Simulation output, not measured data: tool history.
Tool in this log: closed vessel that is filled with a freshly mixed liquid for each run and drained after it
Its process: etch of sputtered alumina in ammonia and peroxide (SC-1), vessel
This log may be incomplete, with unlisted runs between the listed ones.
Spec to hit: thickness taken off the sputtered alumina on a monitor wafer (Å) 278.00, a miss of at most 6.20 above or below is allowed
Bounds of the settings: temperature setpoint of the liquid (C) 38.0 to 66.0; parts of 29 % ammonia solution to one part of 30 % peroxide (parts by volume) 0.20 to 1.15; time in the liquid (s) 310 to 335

| run | hour | temperature setpoint of the liquid (C) | parts of 29 % ammonia solution to one part of 30 % peroxide (parts by volume) | time in the liquid (s) | thickness taken off the sputtered alumina on a monitor wafer (Å) |
|---|---|---|---|---|---|
| 1 | 0.0 | 50.0 | 0.65 | 310 | 144.66 |
| 2 | 6.0 | 54.0 | 0.65 | 310 | 178.05 |
| 3 | 15.0 | 54.0 | 0.65 | 335 | 189.62 |
| 4 | 19.6 | 54.0 | 0.65 | 310 | 176.06 |
| 5 | 25.3 | 49.0 | 0.65 | 310 | 136.57 |
| 6 | 29.2 | 53.5 | 0.65 | 310 | 172.69 |
| 7 | 35.7 | 56.5 | 0.65 | 310 | 202.10 |
| 8 | 41.9 | 58.5 | 0.65 | 310 | 224.87 |
| 9 | 46.9 | 60.0 | 0.65 | 310 | 241.75 |
| 10 | 48.2 | 61.0 | 0.65 | 310 | 255.86 |
| 11 | 52.5 | 61.5 | 0.65 | 310 | 263.17 |
| 12 | 53.9 | 62.0 | 0.65 | 310 | 268.39 |

Which single option among these 4 for the next run brings every result within its allowed miss of target? Just one does.
| A | 55.3 | 63.0 | 0.95 | 310 | ? |
| B | 55.3 | 64.0 | 0.60 | 315 | ? |
| C | 55.3 | 63.5 | 0.70 | 310 | ? |
| D | 55.3 | 62.5 | 0.70 | 310 | ? |

| move | thickness taken off the sputtered alumina on a monitor wafer (Å) |
|---|---|
| A | 291.80 |
| B | 298.53 |
| C | 290.72 |
| D | 276.47 |
A: carries the result that was furthest off beyond its target, to the other side
B: carries the result that was furthest off beyond its target, to the other side
C: carries the result that was furthest off beyond its target, to the other side
D: in spec on every target
Answer: D
